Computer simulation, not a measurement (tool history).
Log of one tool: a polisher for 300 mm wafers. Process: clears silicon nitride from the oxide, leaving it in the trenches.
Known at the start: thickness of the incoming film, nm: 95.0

run	hour	flow of slurry (ml/min)	pressure of the wafer on the pad (psi)	speed of the pad under the wafer (m/s)	overpolish time after the end point (s)	time until the end point was called (s)
1	0	265	2	1.1	38	135.16
2	8.5	265	1.8	1.08	38	152.33
3	15.4	265	1.8	1.36	38	121.03
4	22.9	315	1.8	1.36	38	121.36
5	28.5	315	1.5	1.34	38	147.53
6	31.1	315	1.5	1.34	38	143.96
7	37.6	315	1.3	1.34	38	168.12
8	42.4	315	1.3	1.34	38	160.87

Run 9 comes next. What will it give?
9	48	315	1.2	1.34	38	?

Run 9 gave time until the end point was called (s) 172.41.
